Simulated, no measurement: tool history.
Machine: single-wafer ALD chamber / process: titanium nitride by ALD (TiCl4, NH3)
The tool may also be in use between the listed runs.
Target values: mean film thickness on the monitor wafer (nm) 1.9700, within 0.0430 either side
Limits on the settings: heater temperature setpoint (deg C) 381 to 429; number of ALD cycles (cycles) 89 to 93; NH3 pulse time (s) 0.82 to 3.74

run,hour,heater temperature setpoint (deg C),number of ALD cycles (cycles),NH3 pulse time (s),mean film thickness on the monitor wafer (nm)
1,0.0,405,93,2.28,2.1280
2,2.4,405,93,2.81,2.1611
3,9.6,400,93,2.81,2.1514
4,12.9,397,92,2.41,2.1005
5,18.0,397,93,2.41,2.1358
6,20.1,386,93,2.41,2.1221
7,23.8,385,92,2.07,2.0677
8,27.3,384,91,1.94,2.0247
9,34.5,384,91,1.90,2.0468

4 next moves are on the table. One of them brings every result within its allowed miss. Which?
A,41.7,387,93,1.98,?
B,41.7,388,89,1.61,?
C,41.7,387,92,2.05,?
D,41.7,381,91,1.20,?

move,mean film thickness on the monitor wafer (nm)
A,2.0802
B,1.9507
C,2.0640
D,1.8592
A: lands further from the targets than the last run did
B: each result inside its tolerance
C: lands further from the targets than the last run did
D: takes the biggest miss from the last run beyond its target
The right move is B.
